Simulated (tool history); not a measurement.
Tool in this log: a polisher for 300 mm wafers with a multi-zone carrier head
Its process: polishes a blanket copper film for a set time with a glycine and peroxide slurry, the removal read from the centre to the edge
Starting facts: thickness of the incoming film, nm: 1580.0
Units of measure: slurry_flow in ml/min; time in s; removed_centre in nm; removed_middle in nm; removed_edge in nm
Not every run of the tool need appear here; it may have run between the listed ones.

run    day  slurry_flow  centre_zone  middle_zone  edge_zone  time  removed_centre  removed_middle  removed_edge
  1  0.000          190         1.00         1.00       1.00    69          518.66          515.18        496.34
  2  0.254          195         0.99         1.01       1.03    74          544.24          565.54        549.51
  3  0.325          195         0.99         1.01       1.03    80          603.01          615.20        593.58
  4  0.483          195         0.95         1.01       1.03    80          578.24          606.47        585.63
  5  0.712          215         0.95         1.01       1.03    80          576.13          632.78        594.17
  6  0.888          225         0.96         1.01       1.06    82          606.81          631.36        616.98

Predict the results of run 7:
  7  0.996          220         0.89         1.07       1.16    99               ?               ?             ?

Run 7 came out at removed_centre 686.99 nm, removed_middle 820.36 nm, removed_edge 787.69 nm.
